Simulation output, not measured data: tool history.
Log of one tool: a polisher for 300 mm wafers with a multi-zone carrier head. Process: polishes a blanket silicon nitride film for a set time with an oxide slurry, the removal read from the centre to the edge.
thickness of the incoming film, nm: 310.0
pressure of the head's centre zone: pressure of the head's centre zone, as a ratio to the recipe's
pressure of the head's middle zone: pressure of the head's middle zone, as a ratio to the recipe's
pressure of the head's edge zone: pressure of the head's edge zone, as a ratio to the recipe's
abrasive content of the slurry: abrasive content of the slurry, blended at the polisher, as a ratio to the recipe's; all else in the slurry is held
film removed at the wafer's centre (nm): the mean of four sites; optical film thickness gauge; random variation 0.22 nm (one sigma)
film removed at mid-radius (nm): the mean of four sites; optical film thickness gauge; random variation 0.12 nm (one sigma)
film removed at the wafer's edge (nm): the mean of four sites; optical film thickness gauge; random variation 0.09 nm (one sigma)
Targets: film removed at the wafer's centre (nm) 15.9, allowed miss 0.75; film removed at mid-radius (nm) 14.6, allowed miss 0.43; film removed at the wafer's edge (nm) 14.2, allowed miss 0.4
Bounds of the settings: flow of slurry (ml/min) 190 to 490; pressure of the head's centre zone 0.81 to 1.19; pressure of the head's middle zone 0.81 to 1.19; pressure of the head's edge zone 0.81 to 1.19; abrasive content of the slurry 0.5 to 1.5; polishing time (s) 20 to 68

| run | hour | flow of slurry (ml/min) | pressure of the head's centre zone | pressure of the head's middle zone | pressure of the head's edge zone | abrasive content of the slurry | polishing time (s) | film removed at the wafer's centre (nm) | film removed at mid-radius (nm) | film removed at the wafer's edge (nm) |
|---|---|---|---|---|---|---|---|---|---|---|
| 1 | 0 | 315 | 1 | 1 | 1 | 1 | 44 | 27.728 | 26.641 | 27.251 |
| 2 | 2.7 | 315 | 1 | 1 | 0.96 | 1 | 44 | 27.447 | 26.928 | 27.053 |
| 3 | 11.7 | 315 | 1.02 | 1 | 0.94 | 0.85 | 39 | 24.119 | 22.571 | 22.394 |
| 4 | 12.6 | 315 | 1.09 | 1 | 0.94 | 0.85 | 39 | 25.473 | 22.732 | 22.472 |
| 5 | 14.1 | 315 | 1.06 | 1 | 0.92 | 0.75 | 35 | 21.791 | 19.599 | 19.39 |
| 6 | 19.8 | 315 | 1.06 | 0.97 | 0.92 | 0.75 | 35 | 21.488 | 19.267 | 19.229 |
| 7 | 26.8 | 315 | 1.04 | 0.96 | 0.9 | 0.65 | 33 | 19.085 | 17.408 | 17.476 |
|  | 31.7 | worn pad replaced by a new one |
| 8 | 31.7 | 315 | 1.04 | 0.96 | 0.88 | 0.6 | 32 | 20.694 | 18.852 | 18.263 |
| 9 | 36.1 | 320 | 1.06 | 1 | 0.92 | 0.55 | 30 | 19.108 | 17.552 | 17.266 |
| 10 | 38.8 | 310 | 1.04 | 0.97 | 0.89 | 0.55 | 29 | 18.079 | 16.529 | 16.435 |
| 11 | 39.4 | 310 | 1.04 | 0.97 | 0.89 | 0.55 | 29 | 17.912 | 16.814 | 16.436 |
| 12 | 42.2 | 295 | 1.03 | 0.93 | 0.81 | 0.5 | 24 | 14.902 | 13.096 | 12.691 |

Which of these 5 next moves meets every target?
| A | 45 | 275 | 1.04 | 0.99 | 0.81 | 0.5 | 23 | ? | ? | ? |
| B | 45 | 300 | 0.95 | 0.94 | 0.86 | 0.5 | 25 | ? | ? | ? |
| C | 45 | 235 | 1.08 | 0.81 | 1.03 | 0.5 | 25 | ? | ? | ? |
| D | 45 | 225 | 1.02 | 0.94 | 0.83 | 0.5 | 27 | ? | ? | ? |
| E | 45 | 270 | 0.94 | 0.99 | 0.81 | 0.5 | 28 | ? | ? | ? |

| move | film removed at the wafer's centre (nm) | film removed at mid-radius (nm) | film removed at the wafer's edge (nm) |
|---|---|---|---|
| A | 14.13 | 13.058 | 12.077 |
| B | 14.119 | 13.943 | 13.551 |
| C | 15.723 | 12.775 | 14.551 |
| D | 15.974 | 14.716 | 14.161 |
| E | 15.512 | 15.883 | 14.686 |
A: further off than the last run
B: nearer than the last run, and not there yet
C: brings the result that was furthest off to its target, and leaves another outside
D: meets every target
E: takes the result that was furthest off past its target
Move D is the one to make.
